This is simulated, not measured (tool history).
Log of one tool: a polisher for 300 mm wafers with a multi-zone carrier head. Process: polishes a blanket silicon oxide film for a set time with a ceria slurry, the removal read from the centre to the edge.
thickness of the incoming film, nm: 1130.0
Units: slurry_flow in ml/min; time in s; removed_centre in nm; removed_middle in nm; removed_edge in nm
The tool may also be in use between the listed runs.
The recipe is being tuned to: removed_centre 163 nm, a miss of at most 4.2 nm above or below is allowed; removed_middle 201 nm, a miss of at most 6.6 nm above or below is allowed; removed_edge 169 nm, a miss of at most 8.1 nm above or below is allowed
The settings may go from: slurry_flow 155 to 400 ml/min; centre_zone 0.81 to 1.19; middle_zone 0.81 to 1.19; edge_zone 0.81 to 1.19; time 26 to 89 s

{"run": 1, "day": 0.0, "slurry_flow": 255, "centre_zone": 1, "middle_zone": 1, "edge_zone": 1, "time": 57, "removed_centre": 234.82, "removed_middle": 231.08, "removed_edge": 226.59}
{"run": 2, "day": 0.371, "slurry_flow": 300, "centre_zone": 1, "middle_zone": 1, "edge_zone": 1, "time": 57, "removed_centre": 238.99, "removed_middle": 236.92, "removed_edge": 236.91}
{"run": 3, "day": 0.558, "slurry_flow": 300, "centre_zone": 1, "middle_zone": 1, "edge_zone": 1.05, "time": 57, "removed_centre": 238.45, "removed_middle": 235.6, "removed_edge": 240.17}
{"run": 4, "day": 0.904, "slurry_flow": 300, "centre_zone": 1, "middle_zone": 1, "edge_zone": 1.05, "time": 50, "removed_centre": 210.91, "removed_middle": 205.47, "removed_edge": 208.83}
{"run": 5, "day": 1.1, "slurry_flow": 270, "centre_zone": 0.96, "middle_zone": 1.03, "edge_zone": 1, "time": 49, "removed_centre": 196.84, "removed_middle": 204.91, "removed_edge": 198.19}
{"run": 6, "day": 1.208, "slurry_flow": 270, "centre_zone": 0.96, "middle_zone": 1.03, "edge_zone": 1.05, "time": 49, "removed_centre": 198.02, "removed_middle": 204.29, "removed_edge": 198.35}
{"run": 7, "day": 1.533, "slurry_flow": 245, "centre_zone": 0.92, "middle_zone": 1.06, "edge_zone": 1.03, "time": 48, "removed_centre": 188.09, "removed_middle": 201.98, "removed_edge": 198.18}
{"run": 8, "day": 1.812, "slurry_flow": 240, "centre_zone": 0.9, "middle_zone": 1.1, "edge_zone": 0.97, "time": 46, "removed_centre": 174.44, "removed_middle": 196.71, "removed_edge": 182.87}
{"run": 9, "day": 2.071, "slurry_flow": 235, "centre_zone": 0.89, "middle_zone": 1.13, "edge_zone": 0.93, "time": 46, "removed_centre": 173.35, "removed_middle": 200.97, "removed_edge": 175.86}
{"run": 10, "day": 2.262, "slurry_flow": 230, "centre_zone": 0.87, "middle_zone": 1.14, "edge_zone": 0.92, "time": 46, "removed_centre": 169.89, "removed_middle": 204.04, "removed_edge": 177.89}
{"run": 11, "day": 2.342, "slurry_flow": 225, "centre_zone": 0.86, "middle_zone": 1.14, "edge_zone": 0.9, "time": 46, "removed_centre": 167.56, "removed_middle": 203.4, "removed_edge": 177.25}
{"run": 12, "day": 2.717, "slurry_flow": 220, "centre_zone": 0.86, "middle_zone": 1.15, "edge_zone": 0.89, "time": 46, "removed_centre": 166.81, "removed_middle": 204.76, "removed_edge": 171.88}

Next run, 5 choices. One meets every target within its allowed miss, the rest don't. Which?
{"run": "A", "day": 3.092, "slurry_flow": 185, "centre_zone": 0.83, "middle_zone": 1.03, "edge_zone": 0.82, "time": 50, "removed_centre": "?", "removed_middle": "?", "removed_edge": "?"}
{"run": "B", "day": 3.092, "slurry_flow": 250, "centre_zone": 0.89, "middle_zone": 1.08, "edge_zone": 0.88, "time": 46, "removed_centre": "?", "removed_middle": "?", "removed_edge": "?"}
{"run": "C", "day": 3.092, "slurry_flow": 240, "centre_zone": 0.83, "middle_zone": 1.13, "edge_zone": 0.86, "time": 45, "removed_centre": "?", "removed_middle": "?", "removed_edge": "?"}
{"run": "D", "day": 3.092, "slurry_flow": 225, "centre_zone": 0.9, "middle_zone": 1.16, "edge_zone": 0.89, "time": 45, "removed_centre": "?", "removed_middle": "?", "removed_edge": "?"}
{"run": "E", "day": 3.092, "slurry_flow": 230, "centre_zone": 0.81, "middle_zone": 1.11, "edge_zone": 0.93, "time": 48, "removed_centre": "?", "removed_middle": "?", "removed_edge": "?"}

move=A removed_centre=174.08 removed_middle=195.5 removed_edge=174.48
move=B removed_centre=176.55 removed_middle=196.08 removed_edge=171.34
move=C removed_centre=164.15 removed_middle=198.39 removed_edge=165.11
move=D removed_centre=171.32 removed_middle=201.04 removed_edge=166.51
move=E removed_centre=171.24 removed_middle=207.18 removed_edge=181.79
A: further off than the last run
B: further off than the last run
C: hits every target within its allowed miss
D: further off than the last run
E: further off than the last run
C meets every target.
